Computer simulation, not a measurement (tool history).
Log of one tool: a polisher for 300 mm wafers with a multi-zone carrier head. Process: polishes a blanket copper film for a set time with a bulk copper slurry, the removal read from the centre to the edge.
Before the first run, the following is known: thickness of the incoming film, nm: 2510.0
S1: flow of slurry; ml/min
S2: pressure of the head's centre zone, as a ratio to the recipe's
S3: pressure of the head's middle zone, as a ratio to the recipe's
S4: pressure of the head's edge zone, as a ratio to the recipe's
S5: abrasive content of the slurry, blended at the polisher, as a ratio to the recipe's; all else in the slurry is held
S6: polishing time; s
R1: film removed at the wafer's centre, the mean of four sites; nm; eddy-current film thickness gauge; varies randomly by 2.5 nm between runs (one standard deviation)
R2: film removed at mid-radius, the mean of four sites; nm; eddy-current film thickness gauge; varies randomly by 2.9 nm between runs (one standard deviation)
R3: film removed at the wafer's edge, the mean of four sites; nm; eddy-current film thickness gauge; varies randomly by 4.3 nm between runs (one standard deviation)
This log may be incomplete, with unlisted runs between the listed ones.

{"run": 1, "day": 0.0, "S1": 270, "S2": 1, "S3": 1, "S4": 1, "S5": 1, "S6": 37, "R1": 268.94, "R2": 270.36, "R3": 270.9}
{"run": 2, "day": 0.254, "S1": 275, "S2": 1.01, "S3": 1.02, "S4": 1.01, "S5": 1, "S6": 37, "R1": 271.03, "R2": 273.28, "R3": 269.33}
{"run": 3, "day": 0.379, "S1": 275, "S2": 1.01, "S3": 1.02, "S4": 1.01, "S5": 0.85, "S6": 37, "R1": 259.39, "R2": 263.96, "R3": 255.47}
{"run": 4, "day": 0.562, "S1": 275, "S2": 1.01, "S3": 1.08, "S4": 1.01, "S5": 0.85, "S6": 37, "R1": 258.46, "R2": 278.35, "R3": 257.31}
{"run": 5, "day": 0.721, "S1": 280, "S2": 1.02, "S3": 1.09, "S4": 1.01, "S5": 0.9, "S6": 37, "R1": 269.91, "R2": 280.59, "R3": 265.74}
{"run": 6, "day": 0.954, "S1": 280, "S2": 1.02, "S3": 1.1, "S4": 1, "S5": 0.9, "S6": 37, "R1": 262.58, "R2": 289.28, "R3": 264.94}
{"run": 7, "day": 1.258, "S1": 285, "S2": 1.04, "S3": 1.11, "S4": 1, "S5": 0.9, "S6": 37, "R1": 271.84, "R2": 291.74, "R3": 256.35}
{"run": 8, "day": 1.421, "S1": 290, "S2": 1.05, "S3": 1.12, "S4": 1.01, "S5": 0.95, "S6": 37, "R1": 283.35, "R2": 294.01, "R3": 265.03}

For run 9, what comes out?
{"run": 9, "day": 1.667, "S1": 335, "S2": 1.08, "S3": 1.19, "S4": 1.01, "S5": 1.15, "S6": 39, "R1": "?", "R2": "?", "R3": "?"}

R1: 326.39 nm
R2: 354.86 nm
R3: 295.48 nm
